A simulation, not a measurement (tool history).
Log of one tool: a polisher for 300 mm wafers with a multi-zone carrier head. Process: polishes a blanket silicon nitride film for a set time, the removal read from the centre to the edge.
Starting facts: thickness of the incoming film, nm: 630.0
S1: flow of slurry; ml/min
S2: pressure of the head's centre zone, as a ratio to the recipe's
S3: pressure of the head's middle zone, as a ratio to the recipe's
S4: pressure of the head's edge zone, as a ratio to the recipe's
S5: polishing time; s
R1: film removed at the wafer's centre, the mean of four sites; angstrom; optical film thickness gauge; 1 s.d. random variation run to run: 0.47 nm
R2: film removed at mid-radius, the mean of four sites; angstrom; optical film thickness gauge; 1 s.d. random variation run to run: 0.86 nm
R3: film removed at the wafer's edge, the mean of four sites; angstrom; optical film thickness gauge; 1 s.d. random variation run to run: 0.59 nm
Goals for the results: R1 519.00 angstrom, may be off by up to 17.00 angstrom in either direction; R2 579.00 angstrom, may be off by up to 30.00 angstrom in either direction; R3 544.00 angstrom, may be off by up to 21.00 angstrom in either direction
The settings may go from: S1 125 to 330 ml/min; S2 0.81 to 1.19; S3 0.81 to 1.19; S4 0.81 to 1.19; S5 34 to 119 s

run 1 hour=0.0 | S1=210 S2=1.00 S3=1.00 S4=1.00 S5=76 | R1=835.53 R2=852.23 R3=860.76
run 2 hour=8.6 | S1=210 S2=0.99 S3=1.00 S4=0.98 S5=71 | R1=764.51 R2=794.61 R3=781.77
run 3 hour=10.1 | S1=205 S2=0.97 S3=0.99 S4=0.96 S5=68 | R1=720.16 R2=754.09 R3=736.82
run 4 hour=15.0 | S1=200 S2=0.95 S3=0.98 S4=0.94 S5=66 | R1=679.05 R2=726.77 R3=718.88
run 5 hour=17.1 | S1=200 S2=0.95 S3=0.98 S4=0.93 S5=63 | R1=648.60 R2=695.18 R3=667.44
-- hour=25.5 slurry nozzle cleaned
run 6 hour=25.5 | S1=200 S2=0.95 S3=0.98 S4=0.93 S5=74 | R1=800.22 R2=837.79 R3=802.32
run 7 hour=28.7 | S1=200 S2=0.95 S3=0.98 S4=0.92 S5=70 | R1=766.25 R2=790.24 R3=759.18
run 8 hour=37.1 | S1=200 S2=0.96 S3=0.99 S4=0.93 S5=66 | R1=733.63 R2=765.83 R3=725.17
run 9 hour=43.6 | S1=200 S2=0.95 S3=0.98 S4=0.92 S5=63 | R1=683.36 R2=696.52 R3=683.64
run 10 hour=46.1 | S1=200 S2=0.94 S3=0.98 S4=0.91 S5=61 | R1=658.80 R2=676.75 R3=671.73
run 11 hour=54.7 | S1=190 S2=0.94 S3=0.99 S4=0.91 S5=59 | R1=631.86 R2=674.31 R3=647.70
run 12 hour=60.4 | S1=190 S2=0.93 S3=0.99 S4=0.90 S5=57 | R1=605.72 R2=646.23 R3=621.29
run 13 hour=61.4 | S1=185 S2=0.92 S3=0.99 S4=0.89 S5=56 | R1=592.27 R2=658.07 R3=600.81
run 14 hour=64.5 | S1=180 S2=0.91 S3=0.98 S4=0.89 S5=55 | R1=572.17 R2=614.74 R3=596.84

Pick the move, out of 5, that brings all results within their allowed miss; only one does.
run A hour=67.6 | S1=170 S2=0.82 S3=0.83 S4=1.02 S5=53 | R1=? R2=? R3=?
run B hour=67.6 | S1=165 S2=0.89 S3=0.83 S4=0.96 S5=52 | R1=? R2=? R3=?
run C hour=67.6 | S1=125 S2=0.92 S3=1.00 S4=0.85 S5=53 | R1=? R2=? R3=?
run D hour=67.6 | S1=130 S2=0.84 S3=0.89 S4=0.89 S5=62 | R1=? R2=? R3=?
run E hour=67.6 | S1=165 S2=0.82 S3=1.05 S4=0.96 S5=53 | R1=? R2=? R3=?

move=A R1=489.82 R2=518.10 R3=596.56
move=B R1=514.81 R2=506.07 R3=567.31
move=C R1=515.65 R2=576.82 R3=529.88
move=D R1=559.48 R2=616.32 R3=636.30
move=E R1=488.28 R2=627.86 R3=576.52
A: takes the result that was furthest off past its target
B: corrects the largest miss of the last run, while another result sits out of spec
C: each result inside its tolerance
D: lands further from the targets than the last run did
E: takes the result that was furthest off past its target
Correct choice: C, which meets every target

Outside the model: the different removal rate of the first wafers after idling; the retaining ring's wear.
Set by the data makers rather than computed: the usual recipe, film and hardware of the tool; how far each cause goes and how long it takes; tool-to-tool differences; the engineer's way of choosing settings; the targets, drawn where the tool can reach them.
